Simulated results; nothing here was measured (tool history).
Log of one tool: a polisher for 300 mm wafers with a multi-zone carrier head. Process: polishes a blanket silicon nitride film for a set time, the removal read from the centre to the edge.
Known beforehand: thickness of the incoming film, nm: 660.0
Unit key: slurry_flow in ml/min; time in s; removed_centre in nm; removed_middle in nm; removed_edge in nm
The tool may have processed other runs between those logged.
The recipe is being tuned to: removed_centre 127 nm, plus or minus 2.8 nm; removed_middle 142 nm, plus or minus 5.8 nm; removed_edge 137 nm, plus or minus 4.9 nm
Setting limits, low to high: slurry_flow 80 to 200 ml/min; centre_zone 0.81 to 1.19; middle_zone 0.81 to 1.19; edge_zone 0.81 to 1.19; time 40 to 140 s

run	hour	slurry_flow	centre_zone	middle_zone	edge_zone	time	removed_centre	removed_middle	removed_edge
1	0	130	1	1	1	90	151.89	153.25	159.35
2	5.6	130	1	1.09	1	90	153.27	164.77	157.58
3	13.8	120	0.98	1.08	0.97	89	146.38	161.32	154.33
4	21.5	120	1.07	1.08	0.97	89	159.14	161.31	152.64
5	26.1	95	1.07	1.08	0.97	89	144.46	147.56	146.15
6	29.1	95	1.07	1.08	1.02	89	146.46	146.79	149.97
7	32.9	90	1.05	1.08	1	88	138.57	144.88	147.59
8	33.8	90	1.04	1.08	0.98	87	136.6	142.03	140.48
9	41	90	1.03	1.09	0.98	87	134.35	144.89	141.83
10	44	90	1.02	1.09	0.97	87	133.23	143.41	140.57
11	50.5	90	1.02	1.1	0.97	87	132.71	144.16	141.07

Next run, 5 choices. One meets every target within its allowed miss, the rest don't. Which?
A	57	90	1.08	1.08	0.9	87	?	?	?
B	57	85	1.04	1.16	1.02	83	?	?	?
C	57	110	1.05	1.1	0.94	81	?	?	?
D	57	145	1.07	1.03	0.89	78	?	?	?
E	57	100	0.97	0.94	0.85	93	?	?	?

move	removed_centre	removed_middle	removed_edge
A	141.56	139.31	136.39
B	126.81	138.25	136.27
C	138.26	140.75	135.5
D	146.66	137.28	133.5
E	141.54	137.46	145.7
A: lands further from the targets than the last run did
B: every result within its allowed miss
C: lands further from the targets than the last run did
D: lands further from the targets than the last run did
E: lands further from the targets than the last run did
Answer: B
